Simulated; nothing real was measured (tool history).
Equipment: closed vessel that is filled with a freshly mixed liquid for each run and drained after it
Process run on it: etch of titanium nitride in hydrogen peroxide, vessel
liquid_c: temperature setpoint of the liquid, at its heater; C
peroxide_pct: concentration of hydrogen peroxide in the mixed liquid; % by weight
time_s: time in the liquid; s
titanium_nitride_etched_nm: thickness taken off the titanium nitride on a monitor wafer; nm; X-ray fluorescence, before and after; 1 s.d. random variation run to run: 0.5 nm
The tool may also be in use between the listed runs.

run 1 hour=0 | liquid_c=47 peroxide_pct=15 time_s=3100 | titanium_nitride_etched_nm=78.691
run 2 hour=3.6 | liquid_c=47 peroxide_pct=15 time_s=3100 | titanium_nitride_etched_nm=78.368
run 3 hour=10.5 | liquid_c=48 peroxide_pct=15 time_s=3100 | titanium_nitride_etched_nm=84.858
run 4 hour=17.7 | liquid_c=48 peroxide_pct=13.5 time_s=3100 | titanium_nitride_etched_nm=83.749
run 5 hour=24.8 | liquid_c=49 peroxide_pct=13.5 time_s=3100 | titanium_nitride_etched_nm=89.459
run 6 hour=34.3 | liquid_c=49 peroxide_pct=12 time_s=3100 | titanium_nitride_etched_nm=87.46
run 7 hour=38.3 | liquid_c=50 peroxide_pct=12 time_s=3100 | titanium_nitride_etched_nm=93.598
run 8 hour=41.3 | liquid_c=50.5 peroxide_pct=12 time_s=3100 | titanium_nitride_etched_nm=98.108
run 9 hour=49.2 | liquid_c=51 peroxide_pct=12 time_s=3100 | titanium_nitride_etched_nm=101.25
run 10 hour=51 | liquid_c=51.5 peroxide_pct=12 time_s=3100 | titanium_nitride_etched_nm=104.15
run 11 hour=58 | liquid_c=52 peroxide_pct=12 time_s=3100 | titanium_nitride_etched_nm=108.14

Estimate the outcome of run 12 from the log above:
run 12 hour=64.3 | liquid_c=52.5 peroxide_pct=12 time_s=3100 | titanium_nitride_etched_nm=?

Run 12 came out at titanium_nitride_etched_nm 112.56 nm.
